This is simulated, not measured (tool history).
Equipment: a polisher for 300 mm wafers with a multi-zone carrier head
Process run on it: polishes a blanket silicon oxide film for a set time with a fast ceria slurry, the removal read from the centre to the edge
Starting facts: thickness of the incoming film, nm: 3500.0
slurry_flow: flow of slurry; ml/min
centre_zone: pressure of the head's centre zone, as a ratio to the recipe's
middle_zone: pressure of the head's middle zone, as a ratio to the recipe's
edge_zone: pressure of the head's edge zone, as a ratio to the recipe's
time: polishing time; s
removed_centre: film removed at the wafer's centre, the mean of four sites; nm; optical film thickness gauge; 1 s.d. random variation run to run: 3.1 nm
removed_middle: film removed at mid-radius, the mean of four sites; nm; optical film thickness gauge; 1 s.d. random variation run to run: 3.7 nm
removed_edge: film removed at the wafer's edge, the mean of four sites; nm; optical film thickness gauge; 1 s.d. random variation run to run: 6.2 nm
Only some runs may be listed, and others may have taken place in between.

Run 1, day 0.000: slurry_flow 205 ml/min, centre_zone 1.00, middle_zone 1.00, edge_zone 1.00, time 53 s. Result: removed_centre 644.38 nm, removed_middle 687.29 nm, removed_edge 660.81 nm.
Run 2, day 0.362: slurry_flow 195 ml/min, centre_zone 0.96, middle_zone 0.99, edge_zone 0.99, time 50 s. Result: removed_centre 571.93 nm, removed_middle 648.18 nm, removed_edge 633.17 nm.
Run 3, day 0.408: slurry_flow 195 ml/min, centre_zone 0.94, middle_zone 0.98, edge_zone 0.97, time 47 s. Result: removed_centre 537.38 nm, removed_middle 597.79 nm, removed_edge 598.88 nm.
Run 4, day 0.488: slurry_flow 195 ml/min, centre_zone 0.94, middle_zone 0.98, edge_zone 0.91, time 47 s. Result: removed_centre 543.69 nm, removed_middle 599.32 nm, removed_edge 564.08 nm.
Run 5, day 0.712: slurry_flow 195 ml/min, centre_zone 0.94, middle_zone 0.98, edge_zone 0.91, time 34 s. Result: removed_centre 387.77 nm, removed_middle 434.10 nm, removed_edge 411.87 nm.
Run 6, day 0.792: slurry_flow 195 ml/min, centre_zone 0.94, middle_zone 0.98, edge_zone 0.91, time 24 s. Result: removed_centre 271.17 nm, removed_middle 306.41 nm, removed_edge 285.06 nm.
Run 7, day 0.917: slurry_flow 195 ml/min, centre_zone 0.91, middle_zone 0.98, edge_zone 0.92, time 28 s. Result: removed_centre 305.45 nm, removed_middle 356.22 nm, removed_edge 337.48 nm.
Run 8, day 1.075: slurry_flow 200 ml/min, centre_zone 0.89, middle_zone 0.98, edge_zone 0.93, time 31 s. Result: removed_centre 332.27 nm, removed_middle 397.84 nm, removed_edge 375.44 nm.

What does the tool deliver on the next run?
Run 9, day 1.212: slurry_flow 210 ml/min, centre_zone 0.87, middle_zone 0.97, edge_zone 0.94, time 33 s. Result: removed_centre ?, removed_middle ?, removed_edge ?.

removed_centre: 352.60 nm
removed_middle: 415.94 nm
removed_edge: 408.93 nm
